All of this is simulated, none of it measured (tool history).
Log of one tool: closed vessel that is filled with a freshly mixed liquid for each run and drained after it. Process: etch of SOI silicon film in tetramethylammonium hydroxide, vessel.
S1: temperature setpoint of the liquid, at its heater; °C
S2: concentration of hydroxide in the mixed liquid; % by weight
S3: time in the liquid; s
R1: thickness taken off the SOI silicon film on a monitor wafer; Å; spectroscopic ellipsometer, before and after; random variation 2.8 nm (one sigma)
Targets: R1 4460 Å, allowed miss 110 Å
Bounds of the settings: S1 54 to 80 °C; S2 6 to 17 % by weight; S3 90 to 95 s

| run | hour | S1 | S2 | S3 | R1 |
|---|---|---|---|---|---|
| 1 | 0 | 67 | 11.5 | 90 | 5215.4 |
| 2 | 4 | 69.5 | 11.5 | 90 | 6062.4 |
| 3 | 7.1 | 68.5 | 11.5 | 90 | 5659.4 |
| 4 | 14.6 | 68.5 | 13.5 | 90 | 5283.7 |
| 5 | 15.2 | 68.5 | 13.5 | 95 | 5619.1 |
| 6 | 22.6 | 68.5 | 13.5 | 95 | 5627.9 |
| 7 | 30 | 67.5 | 13.5 | 95 | 5259.8 |
| 8 | 38.2 | 67 | 13.5 | 95 | 5105.5 |
| 9 | 40.6 | 66.5 | 13.5 | 95 | 4927.4 |
| 10 | 46.6 | 66 | 13.5 | 95 | 4770.1 |
| 11 | 49 | 65.5 | 13.5 | 95 | 4646 |

Which of these 4 next moves meets every target?
| A | 51.4 | 66.5 | 15 | 90 | ? |
| B | 51.4 | 66 | 14.5 | 95 | ? |
| C | 51.4 | 65 | 10.5 | 90 | ? |
| D | 51.4 | 67.5 | 14 | 90 | ? |

| move | R1 |
|---|---|
| A | 4422.5 |
| B | 4615.5 |
| C | 4725.6 |
| D | 4871.6 |
A: meets every target
B: nearer than the last run, and not there yet
C: further off than the last run
D: further off than the last run
Move A is the one to make.
